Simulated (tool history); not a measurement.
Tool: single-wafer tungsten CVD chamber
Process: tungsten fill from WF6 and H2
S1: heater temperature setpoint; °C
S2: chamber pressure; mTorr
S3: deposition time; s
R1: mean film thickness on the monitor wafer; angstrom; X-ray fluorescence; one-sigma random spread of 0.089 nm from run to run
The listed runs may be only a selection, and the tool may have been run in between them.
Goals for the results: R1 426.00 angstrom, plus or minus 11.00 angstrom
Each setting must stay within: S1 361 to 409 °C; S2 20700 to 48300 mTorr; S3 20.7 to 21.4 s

Run 1, hour 0.0: S1 385 °C, S2 34500 mTorr, S3 20.7 s. Result: R1 487.13 angstrom.
Run 2, hour 2.2: S1 384 °C, S2 34500 mTorr, S3 20.7 s. Result: R1 476.32 angstrom.
Run 3, hour 8.9: S1 383 °C, S2 34500 mTorr, S3 20.7 s. Result: R1 463.87 angstrom.
Run 4, hour 12.9: S1 383 °C, S2 37400 mTorr, S3 20.7 s. Result: R1 483.54 angstrom.
Run 5, hour 19.8: S1 383 °C, S2 39600 mTorr, S3 20.7 s. Result: R1 494.35 angstrom.
Run 6, hour 23.1: S1 382 °C, S2 39600 mTorr, S3 20.7 s. Result: R1 482.69 angstrom.
Run 7, hour 27.9: S1 381 °C, S2 39600 mTorr, S3 20.7 s. Result: R1 471.98 angstrom.
Run 8, hour 32.2: S1 375 °C, S2 39300 mTorr, S3 20.7 s. Result: R1 410.48 angstrom.

5 candidate next runs follow, results not yet known. Just one meets every target within its allowed miss. Identify it.
Run A, hour 36.5: S1 377 °C, S2 37800 mTorr, S3 20.9 s. Result: R1 ?.
Run B, hour 36.5: S1 375 °C, S2 38200 mTorr, S3 20.7 s. Result: R1 ?.
Run C, hour 36.5: S1 373 °C, S2 39600 mTorr, S3 20.7 s. Result: R1 ?.
Run D, hour 36.5: S1 376 °C, S2 34500 mTorr, S3 20.7 s. Result: R1 ?.
Run E, hour 36.5: S1 372 °C, S2 41300 mTorr, S3 21.3 s. Result: R1 ?.

move      R1
   A  426.10
   B  404.44
   C  391.99
   D  395.39
   E  401.37
A: meets every target
B: further off than the last run
C: further off than the last run
D: further off than the last run
E: further off than the last run
The move that meets every target is A.

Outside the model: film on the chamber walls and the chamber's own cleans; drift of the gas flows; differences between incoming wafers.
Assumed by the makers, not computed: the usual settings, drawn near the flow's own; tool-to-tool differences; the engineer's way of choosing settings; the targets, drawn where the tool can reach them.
